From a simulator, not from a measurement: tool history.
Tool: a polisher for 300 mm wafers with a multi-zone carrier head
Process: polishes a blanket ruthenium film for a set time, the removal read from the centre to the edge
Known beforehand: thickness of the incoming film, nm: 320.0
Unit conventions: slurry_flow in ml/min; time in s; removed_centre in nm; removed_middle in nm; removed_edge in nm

run,hour,slurry_flow,centre_zone,middle_zone,edge_zone,time,removed_centre,removed_middle,removed_edge
1,0,240,1,1,1,30,20.871,20.728,21.552
2,2.8,240,1,1,1,26,18.502,18.61,18.428
3,3.7,275,1,1,1,26,18.493,18.925,18.861
4,11.4,275,1.04,1.02,1.01,28,20.838,19.867,20.392
# hour 16.3: slurry nozzle cleaned
5,16.3,275,1.04,1.02,0.92,28,21.929,21.8,20.009
6,21.6,285,1.06,1.03,0.94,30,22.941,23.201,21.313
7,26,285,1.08,1.02,0.95,31,25.289,23.9,22.366

The next listed run, before its measurement:
8,33.3,285,1.08,1.02,0.95,31,?,?,?

{"run 8": {"removed_centre": 24.409, "removed_middle": 23.369, "removed_edge": 22.352}}
